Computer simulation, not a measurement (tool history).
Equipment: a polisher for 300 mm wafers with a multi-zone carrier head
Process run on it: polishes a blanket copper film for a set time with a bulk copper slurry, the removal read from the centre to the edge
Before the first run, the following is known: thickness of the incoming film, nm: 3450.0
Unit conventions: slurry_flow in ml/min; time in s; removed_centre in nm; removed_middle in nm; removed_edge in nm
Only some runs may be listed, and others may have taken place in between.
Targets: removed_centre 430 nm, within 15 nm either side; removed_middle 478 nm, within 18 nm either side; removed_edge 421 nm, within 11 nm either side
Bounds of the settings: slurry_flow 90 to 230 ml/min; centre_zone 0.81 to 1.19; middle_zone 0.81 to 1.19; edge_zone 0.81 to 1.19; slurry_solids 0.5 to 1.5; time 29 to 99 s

{"run": 1, "day": 0.0, "slurry_flow": 150, "centre_zone": 1, "middle_zone": 1, "edge_zone": 1, "slurry_solids": 1, "time": 64, "removed_centre": 586.55, "removed_middle": 579.24, "removed_edge": 606}
{"run": 2, "day": 0.246, "slurry_flow": 150, "centre_zone": 0.92, "middle_zone": 1, "edge_zone": 1, "slurry_solids": 1, "time": 64, "removed_centre": 556.84, "removed_middle": 584.46, "removed_edge": 604.78}
{"run": 3, "day": 0.362, "slurry_flow": 145, "centre_zone": 0.92, "middle_zone": 1.02, "edge_zone": 0.96, "slurry_solids": 0.9, "time": 62, "removed_centre": 517.83, "removed_middle": 572.88, "removed_edge": 563.07}
{"run": 4, "day": 0.475, "slurry_flow": 145, "centre_zone": 0.94, "middle_zone": 1.02, "edge_zone": 0.93, "slurry_solids": 0.85, "time": 60, "removed_centre": 500.68, "removed_middle": 538.46, "removed_edge": 527.15}
{"run": 5, "day": 0.567, "slurry_flow": 145, "centre_zone": 0.94, "middle_zone": 1.02, "edge_zone": 0.87, "slurry_solids": 0.85, "time": 60, "removed_centre": 507.46, "removed_middle": 530.61, "removed_edge": 523.27}
{"run": 6, "day": 0.838, "slurry_flow": 140, "centre_zone": 0.95, "middle_zone": 1.04, "edge_zone": 0.86, "slurry_solids": 0.8, "time": 59, "removed_centre": 486.2, "removed_middle": 528.79, "removed_edge": 502.78}
{"run": 7, "day": 1.079, "slurry_flow": 140, "centre_zone": 0.96, "middle_zone": 1.05, "edge_zone": 0.85, "slurry_solids": 0.75, "time": 58, "removed_centre": 479.48, "removed_middle": 511.59, "removed_edge": 477.08}
{"run": 8, "day": 1.108, "slurry_flow": 135, "centre_zone": 0.96, "middle_zone": 1.06, "edge_zone": 0.84, "slurry_solids": 0.7, "time": 58, "removed_centre": 469.01, "removed_middle": 516.81, "removed_edge": 475.5}
{"run": 9, "day": 1.204, "slurry_flow": 135, "centre_zone": 0.97, "middle_zone": 1.06, "edge_zone": 0.83, "slurry_solids": 0.65, "time": 57, "removed_centre": 462.95, "removed_middle": 505.92, "removed_edge": 450.57}
{"run": 10, "day": 1.521, "slurry_flow": 130, "centre_zone": 0.97, "middle_zone": 1.06, "edge_zone": 0.83, "slurry_solids": 0.65, "time": 57, "removed_centre": 461.58, "removed_middle": 494.42, "removed_edge": 451.24}
{"run": 11, "day": 1.875, "slurry_flow": 125, "centre_zone": 0.97, "middle_zone": 1.07, "edge_zone": 0.83, "slurry_solids": 0.6, "time": 57, "removed_centre": 450.79, "removed_middle": 486.39, "removed_edge": 436.92}
{"run": 12, "day": 2.179, "slurry_flow": 120, "centre_zone": 0.97, "middle_zone": 1.07, "edge_zone": 0.83, "slurry_solids": 0.6, "time": 57, "removed_centre": 446.5, "removed_middle": 486.59, "removed_edge": 443.35}

Next run, 5 choices. One meets every target within its allowed miss, the rest don't. Which?
{"run": "A", "day": 2.483, "slurry_flow": 150, "centre_zone": 1.04, "middle_zone": 1.03, "edge_zone": 0.83, "slurry_solids": 0.55, "time": 56, "removed_centre": "?", "removed_middle": "?", "removed_edge": "?"}
{"run": "B", "day": 2.483, "slurry_flow": 150, "centre_zone": 0.92, "middle_zone": 1.01, "edge_zone": 0.81, "slurry_solids": 0.65, "time": 49, "removed_centre": "?", "removed_middle": "?", "removed_edge": "?"}
{"run": "C", "day": 2.483, "slurry_flow": 90, "centre_zone": 1.07, "middle_zone": 1.01, "edge_zone": 0.87, "slurry_solids": 0.65, "time": 61, "removed_centre": "?", "removed_middle": "?", "removed_edge": "?"}
{"run": "D", "day": 2.483, "slurry_flow": 90, "centre_zone": 0.94, "middle_zone": 1, "edge_zone": 0.91, "slurry_solids": 0.65, "time": 57, "removed_centre": "?", "removed_middle": "?", "removed_edge": "?"}
{"run": "E", "day": 2.483, "slurry_flow": 110, "centre_zone": 1.01, "middle_zone": 1.13, "edge_zone": 0.85, "slurry_solids": 0.8, "time": 52, "removed_centre": "?", "removed_middle": "?", "removed_edge": "?"}

move=A removed_centre=471.78 removed_middle=480.94 removed_edge=440.79
move=B removed_centre=389.18 removed_middle=425.33 removed_edge=392.57
move=C removed_centre=471.87 removed_middle=471.57 removed_edge=463.85
move=D removed_centre=402.51 removed_middle=437.15 removed_edge=441.39
move=E removed_centre=424.59 removed_middle=482.35 removed_edge=419.49
A: misses by more than the last run did
B: carries the result that was furthest off beyond its target, to the other side
C: misses by more than the last run did
D: misses by more than the last run did
E: all results in spec
E meets every target.
